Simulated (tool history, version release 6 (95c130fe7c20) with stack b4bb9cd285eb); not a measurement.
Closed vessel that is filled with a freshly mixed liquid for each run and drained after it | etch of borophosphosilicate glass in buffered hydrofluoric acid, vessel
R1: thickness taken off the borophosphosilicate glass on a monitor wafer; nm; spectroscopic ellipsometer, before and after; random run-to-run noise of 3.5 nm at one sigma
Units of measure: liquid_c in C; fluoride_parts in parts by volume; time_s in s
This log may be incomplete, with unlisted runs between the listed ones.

Run 1, hour 0: liquid_c 20 C, fluoride_parts 11 parts by volume, time_s 100 s. Result: R1 272.03 nm.
Run 2, hour 8.4: liquid_c 17.5 C, fluoride_parts 11 parts by volume, time_s 100 s. Result: R1 237.97 nm.
Run 3, hour 13.1: liquid_c 20.5 C, fluoride_parts 10.5 parts by volume, time_s 100 s. Result: R1 293.79 nm.
Run 4, hour 17: liquid_c 20.5 C, fluoride_parts 10.5 parts by volume, time_s 110 s. Result: R1 318.46 nm.
Run 5, hour 19.5: liquid_c 23 C, fluoride_parts 10.5 parts by volume, time_s 110 s. Result: R1 372.44 nm.
Run 6, hour 22.8: liquid_c 24.5 C, fluoride_parts 10.5 parts by volume, time_s 110 s. Result: R1 400 nm.
Run 7, hour 27.8: liquid_c 25.5 C, fluoride_parts 10.5 parts by volume, time_s 110 s. Result: R1 424.22 nm.

For run 8, what comes out?
Run 8, hour 29.9: liquid_c 26 C, fluoride_parts 10.5 parts by volume, time_s 110 s. Result: R1 ?.

Run 8 measured R1 438.28 nm.

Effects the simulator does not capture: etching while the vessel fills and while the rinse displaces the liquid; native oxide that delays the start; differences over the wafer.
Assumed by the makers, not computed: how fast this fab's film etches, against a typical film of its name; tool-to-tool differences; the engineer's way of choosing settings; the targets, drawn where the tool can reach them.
